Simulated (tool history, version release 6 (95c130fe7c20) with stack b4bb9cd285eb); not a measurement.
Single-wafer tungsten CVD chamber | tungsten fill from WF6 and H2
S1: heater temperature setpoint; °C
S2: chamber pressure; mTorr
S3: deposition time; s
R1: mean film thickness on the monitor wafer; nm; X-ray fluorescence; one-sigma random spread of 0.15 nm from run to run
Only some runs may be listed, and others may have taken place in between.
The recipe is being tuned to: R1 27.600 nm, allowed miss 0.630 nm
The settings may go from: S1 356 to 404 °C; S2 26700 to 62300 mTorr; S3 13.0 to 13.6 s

run	hour	S1	S2	S3	R1
1	0.0	380	44500	13.6	30.239
2	6.8	380	44500	13.6	30.282
3	10.3	379	44500	13.6	29.326
4	15.0	378	44500	13.6	28.755
5	22.8	378	52500	13.6	30.240
6	28.6	378	52500	13.6	30.443
7	33.6	377	52400	13.6	29.616
8	41.1	376	52400	13.6	28.878
9	47.6	375	52300	13.6	28.410

Exercise: of the 5 proposed moves below, exactly one satisfies all targets within the stated allowed misses. Which move is it?
A	54.1	376	50700	13.6	?
B	54.1	379	43600	13.6	?
C	54.1	378	46000	13.4	?
D	54.1	376	48300	13.2	?
E	54.1	377	55000	13.0	?

move	R1
A	28.875
B	29.509
C	28.889
D	27.588
E	29.007
A: moves away from the targets compared with the last run
B: moves away from the targets compared with the last run
C: moves away from the targets compared with the last run
D: all results in spec
E: moves away from the targets compared with the last run
The right move is D.
